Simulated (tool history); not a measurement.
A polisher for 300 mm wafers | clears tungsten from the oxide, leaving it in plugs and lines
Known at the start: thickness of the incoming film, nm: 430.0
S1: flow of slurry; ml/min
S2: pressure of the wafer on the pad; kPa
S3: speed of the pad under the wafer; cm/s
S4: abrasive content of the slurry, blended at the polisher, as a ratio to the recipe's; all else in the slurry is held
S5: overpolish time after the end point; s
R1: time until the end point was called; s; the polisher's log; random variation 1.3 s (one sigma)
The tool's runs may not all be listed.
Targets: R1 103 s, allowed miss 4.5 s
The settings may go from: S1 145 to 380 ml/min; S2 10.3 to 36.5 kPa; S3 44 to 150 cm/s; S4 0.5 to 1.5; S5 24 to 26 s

run,hour,S1,S2,S3,S4,S5,R1
1,0,245,23.4,96,1,24,128.78
2,0.7,245,23.4,96,1.15,24,121.49
3,1.6,245,23.4,84,1.15,24,137.1
4,7.8,245,19.3,84,1.15,24,165.39
5,14.7,245,22.8,84,1.15,24,141.95
6,21.8,265,22.8,84,1.15,24,139.6
7,26.4,270,24.8,84,1.15,24,130.42
8,31.7,270,26.2,84,1.15,24,123.97
9,32.3,270,26.2,84,1.15,24,120.22

Which of these 4 next moves meets every target?
A,32.9,295,22.1,98,1.3,26,?
B,32.9,240,31,74,1.25,26,?
C,32.9,275,26.2,90,1.1,25,?
D,32.9,295,26.9,102,1,26,?

move,R1
A,120.44
B,118.57
C,118.61
D,105.32
A: as far off as the last run
B: nearer than the last run, and not there yet
C: nearer than the last run, and not there yet
D: meets every target
Move D is the one to make.
